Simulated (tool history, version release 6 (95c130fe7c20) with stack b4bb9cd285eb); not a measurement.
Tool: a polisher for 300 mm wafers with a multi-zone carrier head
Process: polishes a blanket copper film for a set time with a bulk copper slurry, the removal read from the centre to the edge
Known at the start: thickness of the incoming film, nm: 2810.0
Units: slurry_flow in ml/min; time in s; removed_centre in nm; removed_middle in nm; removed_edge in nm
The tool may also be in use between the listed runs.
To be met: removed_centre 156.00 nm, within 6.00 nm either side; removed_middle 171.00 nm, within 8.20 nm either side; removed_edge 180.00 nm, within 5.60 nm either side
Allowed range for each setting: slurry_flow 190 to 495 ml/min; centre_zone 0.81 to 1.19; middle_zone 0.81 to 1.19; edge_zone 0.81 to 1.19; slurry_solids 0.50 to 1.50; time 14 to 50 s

Run 1, hour 0.0: slurry_flow 320 ml/min, centre_zone 1.00, middle_zone 1.00, edge_zone 1.00, slurry_solids 1.00, time 32 s. Result: removed_centre 289.36 nm, removed_middle 284.03 nm, removed_edge 283.22 nm.
Run 2, hour 5.0: slurry_flow 320 ml/min, centre_zone 1.00, middle_zone 1.00, edge_zone 1.00, slurry_solids 0.85, time 32 s. Result: removed_centre 283.48 nm, removed_middle 270.09 nm, removed_edge 277.45 nm.
Run 3, hour 6.0: slurry_flow 310 ml/min, centre_zone 0.94, middle_zone 1.00, edge_zone 0.98, slurry_solids 0.75, time 28 s. Result: removed_centre 228.40 nm, removed_middle 227.16 nm, removed_edge 234.63 nm.
Run 4, hour 8.9: slurry_flow 310 ml/min, centre_zone 0.94, middle_zone 1.00, edge_zone 0.90, slurry_solids 0.75, time 28 s. Result: removed_centre 231.09 nm, removed_middle 234.04 nm, removed_edge 218.98 nm.
Run 5, hour 17.4: slurry_flow 310 ml/min, centre_zone 0.94, middle_zone 1.00, edge_zone 0.90, slurry_solids 0.75, time 33 s. Result: removed_centre 272.22 nm, removed_middle 271.89 nm, removed_edge 267.72 nm.
Run 6, hour 20.9: slurry_flow 295 ml/min, centre_zone 0.90, middle_zone 1.00, edge_zone 0.92, slurry_solids 0.65, time 29 s. Result: removed_centre 225.73 nm, removed_middle 227.46 nm, removed_edge 228.60 nm.
Run 7, hour 25.2: slurry_flow 295 ml/min, centre_zone 0.87, middle_zone 1.01, edge_zone 0.95, slurry_solids 0.60, time 26 s. Result: removed_centre 191.89 nm, removed_middle 204.23 nm, removed_edge 204.88 nm.
Run 8, hour 31.0: slurry_flow 275 ml/min, centre_zone 0.81, middle_zone 0.95, edge_zone 0.96, slurry_solids 0.50, time 22 s. Result: removed_centre 148.58 nm, removed_middle 163.68 nm, removed_edge 166.82 nm.

Which one of the following 5 next-run settings gets every result inside its allowed miss? There is exactly one.
Run A, hour 36.8: slurry_flow 335 ml/min, centre_zone 0.97, middle_zone 1.00, edge_zone 0.96, slurry_solids 0.50, time 22 s. Result: removed_centre ?, removed_middle ?, removed_edge ?.
Run B, hour 36.8: slurry_flow 290 ml/min, centre_zone 0.81, middle_zone 1.10, edge_zone 0.93, slurry_solids 0.60, time 21 s. Result: removed_centre ?, removed_middle ?, removed_edge ?.
Run C, hour 36.8: slurry_flow 270 ml/min, centre_zone 0.81, middle_zone 1.17, edge_zone 0.86, slurry_solids 0.65, time 22 s. Result: removed_centre ?, removed_middle ?, removed_edge ?.
Run D, hour 36.8: slurry_flow 255 ml/min, centre_zone 0.81, middle_zone 0.96, edge_zone 1.03, slurry_solids 0.50, time 23 s. Result: removed_centre ?, removed_middle ?, removed_edge ?.
Run E, hour 36.8: slurry_flow 290 ml/min, centre_zone 0.81, middle_zone 0.96, edge_zone 0.95, slurry_solids 0.60, time 22 s. Result: removed_centre ?, removed_middle ?, removed_edge ?.

move  removed_centre  removed_middle  removed_edge
   A          176.22          174.93        168.25
   B          152.53          182.89        161.28
   C          160.70          202.40        164.36
   D          159.27          172.34        177.95
   E          159.65          172.49        170.89
A: moves away from the targets compared with the last run
B: moves away from the targets compared with the last run
C: moves away from the targets compared with the last run
D: every result within its allowed miss
E: nearer the targets than the last run, but a result is still out of spec
D meets every target.
